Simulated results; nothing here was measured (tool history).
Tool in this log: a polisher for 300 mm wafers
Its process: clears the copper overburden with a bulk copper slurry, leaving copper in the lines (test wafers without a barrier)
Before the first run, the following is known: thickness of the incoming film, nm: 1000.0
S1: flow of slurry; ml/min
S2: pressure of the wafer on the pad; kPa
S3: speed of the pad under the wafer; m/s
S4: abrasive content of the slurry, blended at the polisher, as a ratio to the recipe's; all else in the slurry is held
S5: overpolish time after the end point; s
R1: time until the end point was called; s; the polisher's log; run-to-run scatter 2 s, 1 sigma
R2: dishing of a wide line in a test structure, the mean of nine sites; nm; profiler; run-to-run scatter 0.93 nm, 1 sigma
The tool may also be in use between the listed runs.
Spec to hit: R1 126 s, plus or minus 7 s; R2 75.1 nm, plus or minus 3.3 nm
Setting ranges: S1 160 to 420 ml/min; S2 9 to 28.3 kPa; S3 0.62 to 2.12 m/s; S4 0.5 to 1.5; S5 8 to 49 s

run	hour	S1	S2	S3	S4	S5	R1	R2
1	0	270	18.6	1.36	1	25	80.661	145.31
2	1.6	270	15.9	1.36	1	25	94.819	129.7
3	8.2	315	15.9	1.36	1	25	93.014	134.43
4	15.4	315	13.1	1.36	1	25	110.9	116.96
5	23.3	315	13.1	1.36	1	17	111.44	94.192
6	28.7	315	13.1	1.1	1	17	138.11	82.691
7	29.7	315	13.1	1.1	1	16	139.72	79.622
8	32.3	315	13.1	1.1	1	15	140.78	75.025

Which one of the following 4 next-run settings gets every result inside its allowed miss? There is exactly one.
A	34.9	315	13.8	1.12	1.1	13	?	?
B	34.9	340	15.9	1.16	0.95	14	?	?
C	34.9	370	11	1.36	1.1	16	?	?
D	34.9	355	15.2	1.02	1	15	?	?

move	R1	R2
A	123.59	73.961
B	108.2	87.097
C	125.36	81.64
D	125.63	81.913
A: each result inside its tolerance
B: takes the biggest miss from the last run beyond its target
C: brings the result that was furthest off to its target, and leaves another outside
D: brings the result that was furthest off to its target, and leaves another outside
Go with A: it meets all targets.
